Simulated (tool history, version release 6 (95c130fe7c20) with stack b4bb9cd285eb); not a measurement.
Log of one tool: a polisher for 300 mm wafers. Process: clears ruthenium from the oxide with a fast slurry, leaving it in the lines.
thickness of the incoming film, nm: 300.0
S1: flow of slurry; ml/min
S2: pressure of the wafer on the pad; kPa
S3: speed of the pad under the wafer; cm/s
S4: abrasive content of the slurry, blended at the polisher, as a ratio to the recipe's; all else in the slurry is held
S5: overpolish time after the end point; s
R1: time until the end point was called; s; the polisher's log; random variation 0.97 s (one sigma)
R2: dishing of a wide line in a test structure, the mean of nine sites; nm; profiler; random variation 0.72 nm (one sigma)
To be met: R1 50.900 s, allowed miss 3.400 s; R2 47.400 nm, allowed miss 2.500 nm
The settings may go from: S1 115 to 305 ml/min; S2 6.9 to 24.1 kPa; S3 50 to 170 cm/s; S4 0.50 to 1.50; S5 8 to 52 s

run 1 hour=0.0 | S1=195 S2=15.2 S3=110 S4=1.00 S5=26 | R1=73.324 R2=62.486
run 2 hour=5.5 | S1=195 S2=15.9 S3=110 S4=1.00 S5=24 | R1=71.806 R2=60.983
run 3 hour=8.1 | S1=195 S2=15.9 S3=110 S4=1.00 S5=32 | R1=70.117 R2=72.624
run 4 hour=11.5 | S1=195 S2=16.5 S3=110 S4=1.00 S5=29 | R1=69.412 R2=68.848
run 5 hour=15.9 | S1=195 S2=16.5 S3=110 S4=1.15 S5=29 | R1=64.163 R2=71.876
run 6 hour=24.1 | S1=195 S2=16.5 S3=110 S4=1.20 S5=27 | R1=66.288 R2=68.862
run 7 hour=29.4 | S1=195 S2=17.2 S3=110 S4=1.10 S5=25 | R1=63.756 R2=65.326
run 8 hour=36.5 | S1=195 S2=17.9 S3=110 S4=1.10 S5=23 | R1=62.524 R2=65.472
run 9 hour=38.7 | S1=195 S2=17.9 S3=112 S4=1.10 S5=21 | R1=59.415 R2=61.084
run 10 hour=42.7 | S1=195 S2=19.3 S3=116 S4=1.05 S5=8 | R1=55.010 R2=32.514
run 11 hour=51.7 | S1=195 S2=19.3 S3=116 S4=1.10 S5=9 | R1=54.615 R2=35.618
run 12 hour=54.8 | S1=195 S2=19.3 S3=116 S4=1.10 S5=10 | R1=53.258 R2=39.179
run 13 hour=63.3 | S1=195 S2=20.0 S3=116 S4=1.10 S5=17 | R1=51.340 R2=59.131
run 14 hour=65.3 | S1=200 S2=19.3 S3=120 S4=1.10 S5=15 | R1=52.434 R2=52.903
run 15 hour=70.5 | S1=195 S2=19.3 S3=120 S4=1.10 S5=15 | R1=52.804 R2=53.129

4 next moves are on the table. One of them brings every result within its allowed miss. Which?
run A hour=75.7 | S1=150 S2=19.3 S3=130 S4=1.15 S5=12 | R1=? R2=?
run B hour=75.7 | S1=200 S2=20.0 S3=114 S4=1.35 S5=14 | R1=? R2=?
run C hour=75.7 | S1=185 S2=18.6 S3=102 S4=1.15 S5=17 | R1=? R2=?
run D hour=75.7 | S1=165 S2=22.1 S3=94 S4=1.10 S5=18 | R1=? R2=?

move=A R1=51.030 R2=46.831
move=B R1=49.943 R2=53.234
move=C R1=62.912 R2=51.860
move=D R1=59.132 R2=56.383
A: meets every target
B: as far off as the last run
C: further off than the last run
D: further off than the last run
The right move is A.

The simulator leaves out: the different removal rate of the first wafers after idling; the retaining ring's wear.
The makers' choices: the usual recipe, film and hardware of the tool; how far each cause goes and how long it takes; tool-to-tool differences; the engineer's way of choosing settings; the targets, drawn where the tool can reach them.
